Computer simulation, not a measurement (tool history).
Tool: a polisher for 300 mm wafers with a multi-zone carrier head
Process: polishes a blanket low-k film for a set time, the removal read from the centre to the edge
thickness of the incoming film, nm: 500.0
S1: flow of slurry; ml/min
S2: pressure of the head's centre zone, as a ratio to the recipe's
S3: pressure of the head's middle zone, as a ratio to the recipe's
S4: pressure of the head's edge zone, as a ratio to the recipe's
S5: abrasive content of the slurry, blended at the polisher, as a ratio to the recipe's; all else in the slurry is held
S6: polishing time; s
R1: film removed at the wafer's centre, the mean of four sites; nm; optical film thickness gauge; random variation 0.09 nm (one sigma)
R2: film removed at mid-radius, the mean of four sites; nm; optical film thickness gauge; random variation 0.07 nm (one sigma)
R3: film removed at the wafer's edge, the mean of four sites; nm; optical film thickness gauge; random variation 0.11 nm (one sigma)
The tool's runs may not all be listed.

Run 1, hour 0: S1 150 ml/min, S2 1, S3 1, S4 1, S5 1, S6 30 s. Result: R1 14.029 nm, R2 14.794 nm, R3 13.144 nm.
Run 2, hour 8.4: S1 150 ml/min, S2 1, S3 1, S4 1, S5 0.8, S6 30 s. Result: R1 11.885 nm, R2 12.406 nm, R3 11.142 nm.
Run 3, hour 9.4: S1 150 ml/min, S2 1, S3 1, S4 1, S5 0.8, S6 36 s. Result: R1 14.261 nm, R2 14.886 nm, R3 13.339 nm.
Run 4, hour 12.2: S1 145 ml/min, S2 0.97, S3 0.98, S4 1.02, S5 0.75, S6 36 s. Result: R1 13.176 nm, R2 13.487 nm, R3 12.754 nm.
Run 5, hour 17.4: S1 145 ml/min, S2 0.97, S3 0.98, S4 1.02, S5 0.9, S6 36 s. Result: R1 15.018 nm, R2 16.05 nm, R3 14.881 nm.
Run 6, hour 21: S1 145 ml/min, S2 0.97, S3 0.95, S4 1.02, S5 0.9, S6 36 s. Result: R1 15.116 nm, R2 15.384 nm, R3 15.064 nm.
Run 7, hour 23.8: S1 140 ml/min, S2 0.95, S3 0.95, S4 1.04, S5 0.85, S6 36 s. Result: R1 13.947 nm, R2 14.633 nm, R3 14.115 nm.
Run 8, hour 32.5: S1 135 ml/min, S2 0.93, S3 0.94, S4 1.06, S5 0.8, S6 36 s. Result: R1 13.12 nm, R2 14.01 nm, R3 13.702 nm.
Run 9, hour 36: S1 130 ml/min, S2 0.91, S3 0.93, S4 1.08, S5 0.75, S6 36 s. Result: R1 11.909 nm, R2 12.759 nm, R3 12.86 nm.
Run 10, hour 38.8: S1 125 ml/min, S2 0.9, S3 0.92, S4 1.09, S5 0.75, S6 36 s. Result: R1 11.823 nm, R2 12.45 nm, R3 13.108 nm.
Run 11, hour 41.2: S1 120 ml/min, S2 0.89, S3 0.92, S4 1.1, S5 0.7, S6 36 s. Result: R1 10.601 nm, R2 11.657 nm, R3 11.829 nm.

Forecast run 12:
Run 12, hour 48.4: S1 115 ml/min, S2 0.88, S3 0.91, S4 1.11, S5 0.7, S6 36 s. Result: R1 ?, R2 ?, R3 ?.

Run 12 gave R1 10.624 nm, R2 11.47 nm, R3 12.1 nm.

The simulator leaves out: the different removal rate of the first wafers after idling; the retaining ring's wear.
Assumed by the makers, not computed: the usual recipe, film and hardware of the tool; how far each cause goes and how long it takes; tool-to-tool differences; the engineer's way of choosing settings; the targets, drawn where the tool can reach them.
